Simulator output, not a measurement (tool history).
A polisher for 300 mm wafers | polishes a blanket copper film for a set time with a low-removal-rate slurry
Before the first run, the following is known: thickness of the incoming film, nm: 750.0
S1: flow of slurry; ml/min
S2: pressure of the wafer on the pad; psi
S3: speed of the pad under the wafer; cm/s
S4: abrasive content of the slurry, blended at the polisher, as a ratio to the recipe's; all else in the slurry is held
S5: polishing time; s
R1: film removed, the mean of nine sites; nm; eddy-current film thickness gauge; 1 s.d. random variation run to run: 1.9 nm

run,hour,S1,S2,S3,S4,S5,R1
1,0,180,3.4,94,1,34,99.188
2,4.4,180,3.4,94,1.1,34,101.34
3,7.7,180,3.4,94,1.1,30,89.244
4,14.9,145,3.4,94,1.1,30,85.69
5,18.1,145,3.4,94,1.1,30,84.7
6,24.8,145,3,94,1.1,30,76.451
# hour 31.7: worn pad replaced by a new one
7,31.7,155,3.2,94,1.1,30,91.734
8,39.2,165,3.4,98,1.1,30,100.47
9,42.8,175,3.5,98,1.1,30,104.51
10,48.1,185,3.6,98,1.1,30,107.21
11,56.6,190,3.7,98,1.1,30,110.92
12,64.8,195,3.8,98,1.1,30,115.59

Predict the results of run 13:
13,65.5,200,3.9,98,1.1,30,?

R1: 118.2 nm
